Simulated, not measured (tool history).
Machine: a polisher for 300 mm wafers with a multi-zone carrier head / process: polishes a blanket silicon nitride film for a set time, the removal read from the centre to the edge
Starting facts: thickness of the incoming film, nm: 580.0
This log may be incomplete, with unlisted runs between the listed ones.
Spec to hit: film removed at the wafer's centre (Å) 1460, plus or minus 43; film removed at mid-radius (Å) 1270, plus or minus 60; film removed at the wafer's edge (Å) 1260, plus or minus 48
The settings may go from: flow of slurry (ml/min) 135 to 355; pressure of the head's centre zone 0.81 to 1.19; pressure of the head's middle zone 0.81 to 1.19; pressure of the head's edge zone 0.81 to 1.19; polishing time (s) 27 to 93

run,hour,flow of slurry (ml/min),pressure of the head's centre zone,pressure of the head's middle zone,pressure of the head's edge zone,polishing time (s),film removed at the wafer's centre (Å),film removed at mid-radius (Å),film removed at the wafer's edge (Å)
1,0,225,1,1,1,59,900.9,895.24,895.04
2,5.9,235,1.03,1.01,1.02,62,982.11,951.99,975.71
3,12.8,245,1.06,1.02,1.01,64,1061.4,993.3,992.5
4,20.1,250,1.08,1.04,1.03,66,1105.6,1046.2,1044.8
5,21.9,250,1.08,1.04,1.07,66,1101.3,1055.5,1041.5
6,30.2,250,1.11,1.04,1.07,66,1139,1018,1060.2
7,32.3,255,1.12,1.05,1.07,68,1190.6,1057.4,1110.5
8,34.3,265,1.13,1.07,1.06,69,1217.9,1132.7,1100.6
9,40.5,270,1.14,1.07,1.06,70,1252.6,1120,1113.1

Which one of the following 5 next-run settings gets every result inside its allowed miss? There is exactly one.
A,46.7,260,1.19,1.09,1.07,71,?,?,?
B,46.7,210,1.17,0.94,1.11,85,?,?,?
C,46.7,250,1.15,1.05,0.99,81,?,?,?
D,46.7,325,1.15,1.17,1.18,80,?,?,?
E,46.7,205,0.92,1.16,1.09,80,?,?,?

move,film removed at the wafer's centre (Å),film removed at mid-radius (Å),film removed at the wafer's edge (Å)
A,1316.6,1165.7,1160.2
B,1511.4,1246.9,1394.2
C,1444.8,1294.6,1271.1
D,1465.5,1401.8,1394
E,1114.5,1335.7,1294.8
A: better than the last run, though not everything is in spec
B: pushes the last run's worst result past its target
C: each result inside its tolerance
D: puts the biggest miss on target and leaves a different result outside tolerance
E: moves away from the targets compared with the last run
Move C is the one to make.
